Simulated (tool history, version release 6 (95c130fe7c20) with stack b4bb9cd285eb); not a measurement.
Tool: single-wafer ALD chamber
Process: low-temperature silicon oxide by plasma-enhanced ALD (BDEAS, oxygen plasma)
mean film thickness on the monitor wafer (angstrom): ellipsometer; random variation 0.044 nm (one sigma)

run  hour  heater temperature setpoint (°C)  number of ALD cycles (cycles)  mean film thickness on the monitor wafer (angstrom)
  1   0.0                               105                             65                                               97.006
  2   7.1                               113                             65                                               95.512
  3  10.6                               114                             61                                               89.551
  4  11.6                               108                             61                                               90.671
  5  12.5                               108                             67                                               99.317
  6  21.1                               112                             67                                               97.596
     23.0  -- thermocouple changed; heater temperature recalibrated
  7  23.0                               114                             62                                               92.842
  8  24.7                               114                             57                                               84.086
  9  33.0                               114                             55                                               81.361
 10  40.8                               114                             54                                               80.582

Forecast run 11:
 11  46.5                               114                             53                                                    ?

mean film thickness on the monitor wafer (angstrom): 79.319
